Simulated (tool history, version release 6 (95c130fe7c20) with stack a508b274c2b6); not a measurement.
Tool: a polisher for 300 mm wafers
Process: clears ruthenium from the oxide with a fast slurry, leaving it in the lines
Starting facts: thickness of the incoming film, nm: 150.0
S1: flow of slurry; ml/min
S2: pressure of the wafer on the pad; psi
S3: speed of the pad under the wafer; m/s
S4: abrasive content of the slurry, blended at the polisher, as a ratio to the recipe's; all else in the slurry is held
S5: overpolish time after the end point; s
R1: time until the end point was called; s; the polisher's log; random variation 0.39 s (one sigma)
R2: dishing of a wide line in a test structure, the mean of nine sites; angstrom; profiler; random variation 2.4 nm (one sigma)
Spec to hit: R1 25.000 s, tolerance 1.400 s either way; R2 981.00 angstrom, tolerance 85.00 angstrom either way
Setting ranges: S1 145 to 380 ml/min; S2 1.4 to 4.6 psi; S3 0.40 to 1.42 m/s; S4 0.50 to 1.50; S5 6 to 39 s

run  hour   S1   S2    S3    S4  S5      R1      R2
  1   0.0  245  3.0  0.90  1.00  20  37.052  623.85
  2   3.7  245  3.2  0.90  1.00  21  36.932  732.42
  3   8.4  245  3.2  0.90  1.00  25  35.994  787.72
  4  16.6  245  3.4  0.92  1.00  24  33.088  813.45
  5  18.2  245  3.4  0.92  1.00  19  32.069  686.03
  6  26.4  245  3.4  0.92  1.10  19  31.064  707.93
  7  29.8  245  3.5  0.92  1.10  20  30.542  770.24
  8  31.0  245  3.6  0.92  1.10  20  28.896  751.86
  9  32.7  245  3.6  0.92  1.10  20  29.226  785.41

5 next moves are on the table. One of them brings every result within its allowed miss. Which?
  A  34.4  305  3.4  1.14  1.20  14   ?   ?
  B  34.4  260  4.1  0.94  1.15  24   ?   ?
  C  34.4  295  3.9  0.86  1.00  32   ?   ?
  D  34.4  250  3.6  1.04  1.10  11   ?   ?
  E  34.4  270  3.1  1.08  0.90  21   ?   ?

move      R1       R2
   A  24.276   731.08
   B  25.216  1049.20
   C  30.933  1106.90
   D  26.645   557.70
   E  33.350   782.26
A: brings the result that was furthest off to its target, and leaves another outside
B: each result inside its tolerance
C: moves away from the targets compared with the last run
D: moves away from the targets compared with the last run
E: moves away from the targets compared with the last run
B meets every target.
